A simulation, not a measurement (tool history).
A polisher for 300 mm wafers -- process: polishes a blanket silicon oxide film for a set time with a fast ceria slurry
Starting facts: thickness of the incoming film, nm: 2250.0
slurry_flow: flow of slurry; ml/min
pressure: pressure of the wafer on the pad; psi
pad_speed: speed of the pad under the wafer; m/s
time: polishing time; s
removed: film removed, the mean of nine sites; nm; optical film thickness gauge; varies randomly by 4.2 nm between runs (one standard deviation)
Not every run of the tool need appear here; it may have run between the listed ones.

{"run": 1, "hour": 0.0, "slurry_flow": 170, "pressure": 3.3, "pad_speed": 1.22, "time": 51, "removed": 998.19}
{"run": 2, "hour": 4.0, "slurry_flow": 210, "pressure": 3.3, "pad_speed": 1.22, "time": 51, "removed": 1040.4}
{"run": 3, "hour": 11.1, "slurry_flow": 210, "pressure": 2.8, "pad_speed": 1.22, "time": 51, "removed": 922.26}
{"run": 4, "hour": 11.7, "slurry_flow": 210, "pressure": 2.8, "pad_speed": 1.38, "time": 51, "removed": 1054.6}
{"run": 5, "hour": 12.2, "slurry_flow": 210, "pressure": 2.8, "pad_speed": 1.6, "time": 51, "removed": 1219.5}
{"run": 6, "hour": 14.1, "slurry_flow": 210, "pressure": 2.8, "pad_speed": 1.36, "time": 51, "removed": 1027.3}
{"run": 7, "hour": 16.3, "slurry_flow": 200, "pressure": 2.6, "pad_speed": 1.36, "time": 51, "removed": 976.9}
{"run": 8, "hour": 25.0, "slurry_flow": 195, "pressure": 2.5, "pad_speed": 1.34, "time": 51, "removed": 936.43}
{"run": 9, "hour": 25.9, "slurry_flow": 190, "pressure": 2.4, "pad_speed": 1.32, "time": 51, "removed": 900.04}
{"run": 10, "hour": 34.7, "slurry_flow": 185, "pressure": 2.3, "pad_speed": 1.3, "time": 51, "removed": 854.19}
{"run": 11, "hour": 37.3, "slurry_flow": 135, "pressure": 1.6, "pad_speed": 1.3, "time": 51, "removed": 649.23}

Forecast run 12:
{"run": 12, "hour": 43.5, "slurry_flow": 140, "pressure": 1.6, "pad_speed": 1.3, "time": 51, "removed": "?"}

Run 12 measured removed 657.72 nm.

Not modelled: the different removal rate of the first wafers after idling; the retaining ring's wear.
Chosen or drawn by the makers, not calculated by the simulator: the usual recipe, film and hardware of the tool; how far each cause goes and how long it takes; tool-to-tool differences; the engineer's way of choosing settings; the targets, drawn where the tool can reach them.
